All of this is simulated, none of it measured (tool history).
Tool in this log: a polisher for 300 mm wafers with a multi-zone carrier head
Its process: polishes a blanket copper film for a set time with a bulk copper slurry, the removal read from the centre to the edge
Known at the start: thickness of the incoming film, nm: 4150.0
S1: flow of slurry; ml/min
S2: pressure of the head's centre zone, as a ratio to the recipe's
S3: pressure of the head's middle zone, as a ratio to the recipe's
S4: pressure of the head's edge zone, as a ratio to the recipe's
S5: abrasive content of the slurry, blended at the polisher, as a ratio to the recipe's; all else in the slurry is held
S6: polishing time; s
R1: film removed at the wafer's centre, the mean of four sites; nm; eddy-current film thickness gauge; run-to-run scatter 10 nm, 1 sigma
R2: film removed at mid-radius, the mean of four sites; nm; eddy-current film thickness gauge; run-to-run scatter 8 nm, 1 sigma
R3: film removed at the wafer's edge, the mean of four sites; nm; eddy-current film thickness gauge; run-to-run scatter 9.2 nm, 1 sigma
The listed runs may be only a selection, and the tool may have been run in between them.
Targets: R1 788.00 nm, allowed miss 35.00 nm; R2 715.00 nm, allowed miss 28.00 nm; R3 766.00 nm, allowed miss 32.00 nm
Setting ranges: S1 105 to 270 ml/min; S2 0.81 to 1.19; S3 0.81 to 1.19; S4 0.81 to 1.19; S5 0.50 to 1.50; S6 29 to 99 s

run 1 hour=0.0 | S1=175 S2=1.00 S3=1.00 S4=1.00 S5=1.00 S6=64 | R1=623.20 R2=614.14 R3=641.17
run 2 hour=6.6 | S1=175 S2=1.00 S3=1.00 S4=1.00 S5=1.00 S6=51 | R1=503.27 R2=505.08 R3=508.45
run 3 hour=8.0 | S1=175 S2=1.00 S3=1.00 S4=1.00 S5=1.00 S6=38 | R1=379.49 R2=377.38 R3=371.89
run 4 hour=13.3 | S1=175 S2=1.00 S3=1.00 S4=1.00 S5=1.15 S6=38 | R1=388.32 R2=388.81 R3=385.33
run 5 hour=15.2 | S1=175 S2=1.00 S3=1.04 S4=1.00 S5=1.15 S6=38 | R1=386.65 R2=395.37 R3=384.84
run 6 hour=21.8 | S1=180 S2=1.02 S3=1.04 S4=1.02 S5=1.20 S6=44 | R1=451.57 R2=466.18 R3=453.36
run 7 hour=30.6 | S1=230 S2=1.12 S3=0.97 S4=1.12 S5=1.45 S6=58 | R1=706.09 R2=612.88 R3=653.90
run 8 hour=35.0 | S1=230 S2=1.12 S3=0.97 S4=1.13 S5=1.45 S6=60 | R1=723.57 R2=630.95 R3=697.08
run 9 hour=39.0 | S1=235 S2=1.12 S3=0.98 S4=1.14 S5=1.45 S6=61 | R1=751.18 R2=655.14 R3=710.82
run 10 hour=44.9 | S1=240 S2=1.12 S3=0.99 S4=1.15 S5=1.45 S6=61 | R1=751.35 R2=659.51 R3=718.44
run 11 hour=51.9 | S1=240 S2=1.12 S3=1.00 S4=1.16 S5=1.45 S6=61 | R1=758.11 R2=669.34 R3=710.09
run 12 hour=55.3 | S1=240 S2=1.11 S3=1.00 S4=1.16 S5=1.45 S6=62 | R1=773.62 R2=669.97 R3=728.85

Exactly one of the 5 candidate moves below puts every result within its allowed miss. Which one?
run A hour=58.7 | S1=230 S2=1.05 S3=0.98 S4=1.09 S5=1.20 S6=70 | R1=? R2=? R3=?
run B hour=58.7 | S1=210 S2=1.04 S3=1.07 S4=1.14 S5=1.50 S6=62 | R1=? R2=? R3=?
run C hour=58.7 | S1=195 S2=0.95 S3=1.11 S4=1.14 S5=1.40 S6=67 | R1=? R2=? R3=?
run D hour=58.7 | S1=240 S2=1.17 S3=1.07 S4=1.06 S5=1.50 S6=61 | R1=? R2=? R3=?
run E hour=58.7 | S1=265 S2=1.16 S3=1.15 S4=1.09 S5=1.35 S6=63 | R1=? R2=? R3=?

move=A R1=780.56 R2=717.79 R3=767.25
move=B R1=712.35 R2=711.96 R3=721.26
move=C R1=694.90 R2=775.74 R3=762.54
move=D R1=789.41 R2=710.22 R3=695.12
move=E R1=799.91 R2=770.05 R3=714.38
A: meets every target
B: corrects the largest miss of the last run, while another result sits out of spec
C: the result that was furthest off in the last run now lies on the other side of its target
D: corrects the largest miss of the last run, while another result sits out of spec
E: the result that was furthest off in the last run now lies on the other side of its target
Correct choice: A, which meets every target
